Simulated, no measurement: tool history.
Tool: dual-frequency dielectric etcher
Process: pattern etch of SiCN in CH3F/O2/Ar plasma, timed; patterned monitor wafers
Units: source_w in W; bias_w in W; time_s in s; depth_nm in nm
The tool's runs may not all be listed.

{"run": 1, "day": 0.0, "source_w": 550, "bias_w": 53, "time_s": 43.5, "depth_nm": 17.098}
{"run": 2, "day": 0.05, "source_w": 550, "bias_w": 53, "time_s": 43.5, "depth_nm": 17.027}
{"run": 3, "day": 0.396, "source_w": 550, "bias_w": 53, "time_s": 43.5, "depth_nm": 17.164}
{"run": 4, "day": 0.608, "source_w": 500, "bias_w": 51, "time_s": 43.5, "depth_nm": 16.588}
{"run": 5, "day": 0.738, "source_w": 470, "bias_w": 47, "time_s": 43, "depth_nm": 15.38}
{"run": 6, "day": 1.067, "source_w": 450, "bias_w": 47, "time_s": 43, "depth_nm": 15.291}
{"run": 7, "day": 1.158, "source_w": 430, "bias_w": 47, "time_s": 43, "depth_nm": 15.068}

The next listed run, before its measurement:
{"run": 8, "day": 1.367, "source_w": 410, "bias_w": 47, "time_s": 43, "depth_nm": "?"}

{"run 8": {"depth_nm": 14.821}}

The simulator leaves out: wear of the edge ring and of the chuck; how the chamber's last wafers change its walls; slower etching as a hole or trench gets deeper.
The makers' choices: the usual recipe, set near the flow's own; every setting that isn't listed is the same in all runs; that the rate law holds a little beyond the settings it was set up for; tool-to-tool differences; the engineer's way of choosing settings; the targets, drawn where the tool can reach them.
